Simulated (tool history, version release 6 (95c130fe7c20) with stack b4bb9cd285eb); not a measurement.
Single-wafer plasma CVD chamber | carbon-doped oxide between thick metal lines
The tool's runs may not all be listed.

| run | hour | heater temperature setpoint (°C) | chamber pressure (mTorr) | RF power (W) | deposition time (s) | mean film thickness on the monitor wafer (angstrom) |
|---|---|---|---|---|---|---|
| 1 | 0 | 355 | 3570 | 550 | 160 | 9022.3 |
| 2 | 1.7 | 354 | 3670 | 560 | 160 | 9230.3 |
| 3 | 10.6 | 353 | 3800 | 565 | 160 | 9362 |
| 4 | 18.7 | 353 | 3800 | 565 | 160 | 9407.2 |
| 5 | 21.1 | 352 | 3910 | 570 | 160 | 9448.4 |
| 6 | 25.3 | 348 | 3910 | 570 | 160 | 9531.5 |
| 7 | 27.8 | 348 | 4000 | 575 | 160 | 9710 |
| 8 | 33.2 | 347 | 4080 | 580 | 160 | 9759.4 |
| 9 | 35.1 | 346 | 4160 | 585 | 160 | 9896.4 |

Forecast run 10:
| 10 | 40.4 | 345 | 4230 | 590 | 160 | ? |

Run 10 gave mean film thickness on the monitor wafer (angstrom) 9995.7.
